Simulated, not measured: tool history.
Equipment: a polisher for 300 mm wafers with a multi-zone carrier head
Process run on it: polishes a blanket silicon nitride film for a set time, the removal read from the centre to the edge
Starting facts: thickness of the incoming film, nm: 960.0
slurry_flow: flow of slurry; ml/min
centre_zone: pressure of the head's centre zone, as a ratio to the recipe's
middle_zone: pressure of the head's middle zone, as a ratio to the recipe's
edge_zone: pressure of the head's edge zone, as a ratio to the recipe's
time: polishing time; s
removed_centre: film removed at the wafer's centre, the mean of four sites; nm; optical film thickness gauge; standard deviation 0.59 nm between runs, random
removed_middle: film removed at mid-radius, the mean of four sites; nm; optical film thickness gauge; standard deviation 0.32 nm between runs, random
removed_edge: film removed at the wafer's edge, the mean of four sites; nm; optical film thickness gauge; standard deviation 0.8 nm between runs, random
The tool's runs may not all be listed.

{"run": 1, "hour": 0.0, "slurry_flow": 315, "centre_zone": 1, "middle_zone": 1, "edge_zone": 1, "time": 36, "removed_centre": 47.651, "removed_middle": 49.339, "removed_edge": 49.874}
{"run": 2, "hour": 6.3, "slurry_flow": 315, "centre_zone": 1, "middle_zone": 1, "edge_zone": 0.94, "time": 36, "removed_centre": 47.384, "removed_middle": 48.412, "removed_edge": 49.379}
{"run": 3, "hour": 11.5, "slurry_flow": 310, "centre_zone": 1.01, "middle_zone": 0.96, "edge_zone": 0.97, "time": 38, "removed_centre": 50.092, "removed_middle": 50.254, "removed_edge": 52.211}
{"run": 4, "hour": 19.3, "slurry_flow": 310, "centre_zone": 1.01, "middle_zone": 0.99, "edge_zone": 0.97, "time": 38, "removed_centre": 51.167, "removed_middle": 50.492, "removed_edge": 52.348}
{"run": 5, "hour": 20.6, "slurry_flow": 260, "centre_zone": 1.01, "middle_zone": 0.99, "edge_zone": 0.97, "time": 38, "removed_centre": 50.185, "removed_middle": 50.125, "removed_edge": 51.209}
{"run": 6, "hour": 26.2, "slurry_flow": 260, "centre_zone": 1.01, "middle_zone": 0.93, "edge_zone": 0.97, "time": 38, "removed_centre": 50.068, "removed_middle": 47.571, "removed_edge": 51.206}
{"run": 7, "hour": 29.6, "slurry_flow": 285, "centre_zone": 1.03, "middle_zone": 0.9, "edge_zone": 1.02, "time": 39, "removed_centre": 52.898, "removed_middle": 48.01, "removed_edge": 53.908}
{"run": 8, "hour": 38.0, "slurry_flow": 310, "centre_zone": 1.04, "middle_zone": 0.89, "edge_zone": 1.06, "time": 40, "removed_centre": 54.764, "removed_middle": 49.446, "removed_edge": 55.504}
{"run": 9, "hour": 41.4, "slurry_flow": 310, "centre_zone": 1.04, "middle_zone": 0.87, "edge_zone": 1.08, "time": 41, "removed_centre": 56.454, "removed_middle": 49.636, "removed_edge": 59.909}
{"run": 10, "hour": 46.5, "slurry_flow": 325, "centre_zone": 1.06, "middle_zone": 0.88, "edge_zone": 1.1, "time": 41, "removed_centre": 58.015, "removed_middle": 50.155, "removed_edge": 59.34}

The next listed run, before its measurement:
{"run": 11, "hour": 54.7, "slurry_flow": 335, "centre_zone": 1.07, "middle_zone": 0.88, "edge_zone": 1.12, "time": 41, "removed_centre": "?", "removed_middle": "?", "removed_edge": "?"}

removed_centre: 58.657 nm
removed_middle: 50.336 nm
removed_edge: 60.745 nm
